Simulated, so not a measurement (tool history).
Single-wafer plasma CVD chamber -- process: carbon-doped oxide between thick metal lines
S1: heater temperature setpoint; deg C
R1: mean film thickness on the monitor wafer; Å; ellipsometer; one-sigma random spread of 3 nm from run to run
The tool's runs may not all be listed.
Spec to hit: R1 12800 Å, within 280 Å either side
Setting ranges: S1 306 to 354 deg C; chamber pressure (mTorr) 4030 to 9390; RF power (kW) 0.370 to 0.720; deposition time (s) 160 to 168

Run 1, hour 0.0: S1 330 deg C, chamber pressure (mTorr) 6710, RF power (kW) 0.545, deposition time (s) 168. Result: R1 10521 Å.
Run 2, hour 2.4: S1 324 deg C, chamber pressure (mTorr) 6710, RF power (kW) 0.545, deposition time (s) 168. Result: R1 10745 Å.
Run 3, hour 11.1: S1 328 deg C, chamber pressure (mTorr) 6710, RF power (kW) 0.545, deposition time (s) 168. Result: R1 10616 Å.
Run 4, hour 17.4: S1 326 deg C, chamber pressure (mTorr) 6810, RF power (kW) 0.560, deposition time (s) 168. Result: R1 10884 Å.
Run 5, hour 20.5: S1 325 deg C, chamber pressure (mTorr) 6910, RF power (kW) 0.570, deposition time (s) 168. Result: R1 11038 Å.
Run 6, hour 27.6: S1 324 deg C, chamber pressure (mTorr) 6990, RF power (kW) 0.580, deposition time (s) 168. Result: R1 11197 Å.
Run 7, hour 35.4: S1 323 deg C, chamber pressure (mTorr) 7060, RF power (kW) 0.590, deposition time (s) 168. Result: R1 11387 Å.
Run 8, hour 37.8: S1 322 deg C, chamber pressure (mTorr) 7130, RF power (kW) 0.600, deposition time (s) 168. Result: R1 11550 Å.
Run 9, hour 43.5: S1 321 deg C, chamber pressure (mTorr) 7190, RF power (kW) 0.610, deposition time (s) 168. Result: R1 11666 Å.

Consider the 5 candidate settings below. Which is the only one whose results all fall within their allowed miss of target?
Run A, hour 49.2: S1 321 deg C, chamber pressure (mTorr) 6850, RF power (kW) 0.635, deposition time (s) 160. Result: R1 ?.
Run B, hour 49.2: S1 318 deg C, chamber pressure (mTorr) 6780, RF power (kW) 0.635, deposition time (s) 168. Result: R1 ?.
Run C, hour 49.2: S1 316 deg C, chamber pressure (mTorr) 7440, RF power (kW) 0.675, deposition time (s) 168. Result: R1 ?.
Run D, hour 49.2: S1 331 deg C, chamber pressure (mTorr) 7200, RF power (kW) 0.535, deposition time (s) 168. Result: R1 ?.
Run E, hour 49.2: S1 316 deg C, chamber pressure (mTorr) 6620, RF power (kW) 0.655, deposition time (s) 168. Result: R1 ?.

move     R1
   A  11358
   B  12043
   C  12670
   D  10435
   E  12338
A: misses by more than the last run did
B: gains on the last run, yet a result remains outside its allowed miss
C: meets every target
D: misses by more than the last run did
E: gains on the last run, yet a result remains outside its allowed miss
Answer: C

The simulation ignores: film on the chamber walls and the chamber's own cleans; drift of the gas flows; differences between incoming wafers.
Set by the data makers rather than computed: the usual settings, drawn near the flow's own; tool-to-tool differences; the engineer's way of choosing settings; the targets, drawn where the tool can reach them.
